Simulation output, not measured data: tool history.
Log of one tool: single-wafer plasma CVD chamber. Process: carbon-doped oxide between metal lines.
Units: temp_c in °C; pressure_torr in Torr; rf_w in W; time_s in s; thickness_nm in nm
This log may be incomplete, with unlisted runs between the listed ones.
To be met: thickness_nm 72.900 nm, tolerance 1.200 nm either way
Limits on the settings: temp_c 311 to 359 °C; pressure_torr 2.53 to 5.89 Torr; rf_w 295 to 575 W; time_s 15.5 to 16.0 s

run,day,temp_c,pressure_torr,rf_w,time_s,thickness_nm
1,0.000,335,4.21,435,15.5,84.393
2,0.225,335,4.21,435,15.5,84.922
3,0.279,337,4.05,430,15.5,82.334
4,0.383,337,4.05,430,16.0,85.057
5,0.721,337,4.05,430,16.0,85.264
6,0.788,344,4.05,430,16.0,83.868
7,1.125,345,3.87,425,16.0,81.624
8,1.454,346,3.72,425,16.0,81.558
# day 1.550: thermocouple changed; heater temperature recalibrated
9,1.550,347,3.62,420,16.0,79.578
10,1.742,348,3.50,420,16.0,78.977
11,1.892,349,3.39,420,16.0,77.783
12,2.246,349,3.39,420,16.0,78.888
13,2.312,350,3.31,415,16.0,77.195

Exactly one of the 4 candidate moves below puts every result within its allowed miss. Which one?
A,2.379,349,3.28,445,15.8,?
B,2.379,354,3.53,405,15.5,?
C,2.379,346,3.10,385,15.5,?
D,2.379,352,3.54,385,15.5,?

move,thickness_nm
A,81.155
B,73.485
C,70.970
D,70.855
A: moves away from the targets compared with the last run
B: all results land within tolerance of their targets
C: takes the biggest miss from the last run beyond its target
D: takes the biggest miss from the last run beyond its target
Correct choice: B, which meets every target

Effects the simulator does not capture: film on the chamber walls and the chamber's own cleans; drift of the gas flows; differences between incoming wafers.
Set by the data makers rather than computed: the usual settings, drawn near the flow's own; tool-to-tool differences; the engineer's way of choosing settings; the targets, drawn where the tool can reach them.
